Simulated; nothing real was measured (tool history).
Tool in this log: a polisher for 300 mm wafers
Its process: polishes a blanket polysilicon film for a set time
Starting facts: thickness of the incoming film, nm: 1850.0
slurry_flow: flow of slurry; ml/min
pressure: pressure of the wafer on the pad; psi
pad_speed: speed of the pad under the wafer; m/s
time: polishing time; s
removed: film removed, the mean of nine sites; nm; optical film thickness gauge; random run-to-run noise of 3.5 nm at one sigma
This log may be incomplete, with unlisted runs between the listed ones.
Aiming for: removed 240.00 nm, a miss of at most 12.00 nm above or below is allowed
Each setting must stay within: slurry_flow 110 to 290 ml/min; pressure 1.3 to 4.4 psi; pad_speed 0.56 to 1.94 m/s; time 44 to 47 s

Run 1, hour 0.0: slurry_flow 185 ml/min, pressure 2.8 psi, pad_speed 1.24 m/s, time 44 s. Result: removed 425.93 nm.
Run 2, hour 2.2: slurry_flow 185 ml/min, pressure 2.4 psi, pad_speed 1.22 m/s, time 44 s. Result: removed 363.52 nm.
Run 3, hour 10.4: slurry_flow 185 ml/min, pressure 2.1 psi, pad_speed 1.20 m/s, time 44 s. Result: removed 313.87 nm.
Run 4, hour 15.5: slurry_flow 185 ml/min, pressure 2.5 psi, pad_speed 1.20 m/s, time 44 s. Result: removed 378.79 nm.
Run 5, hour 21.6: slurry_flow 185 ml/min, pressure 2.2 psi, pad_speed 1.18 m/s, time 44 s. Result: removed 323.13 nm.
Run 6, hour 22.1: slurry_flow 185 ml/min, pressure 2.0 psi, pad_speed 1.18 m/s, time 44 s. Result: removed 290.50 nm.
Run 7, hour 29.6: slurry_flow 185 ml/min, pressure 1.9 psi, pad_speed 1.18 m/s, time 44 s. Result: removed 283.65 nm.
Run 8, hour 36.4: slurry_flow 185 ml/min, pressure 1.8 psi, pad_speed 1.18 m/s, time 44 s. Result: removed 263.54 nm.
Run 9, hour 43.8: slurry_flow 185 ml/min, pressure 1.7 psi, pad_speed 1.18 m/s, time 44 s. Result: removed 254.35 nm.

Exactly one of the 5 candidate moves below puts every result within its allowed miss. Which one?
Run A, hour 51.2: slurry_flow 195 ml/min, pressure 1.8 psi, pad_speed 1.22 m/s, time 44 s. Result: removed ?.
Run B, hour 51.2: slurry_flow 155 ml/min, pressure 1.6 psi, pad_speed 1.36 m/s, time 44 s. Result: removed ?.
Run C, hour 51.2: slurry_flow 175 ml/min, pressure 1.9 psi, pad_speed 1.12 m/s, time 47 s. Result: removed ?.
Run D, hour 51.2: slurry_flow 190 ml/min, pressure 2.1 psi, pad_speed 1.10 m/s, time 44 s. Result: removed ?.
Run E, hour 51.2: slurry_flow 210 ml/min, pressure 1.6 psi, pad_speed 1.08 m/s, time 47 s. Result: removed ?.

move  removed
   A   277.01
   B   259.75
   C   283.36
   D   292.15
   E   241.19
A: the biggest miss grows against the last run
B: the biggest miss grows against the last run
C: the biggest miss grows against the last run
D: the biggest miss grows against the last run
E: meets every target
Answer: E
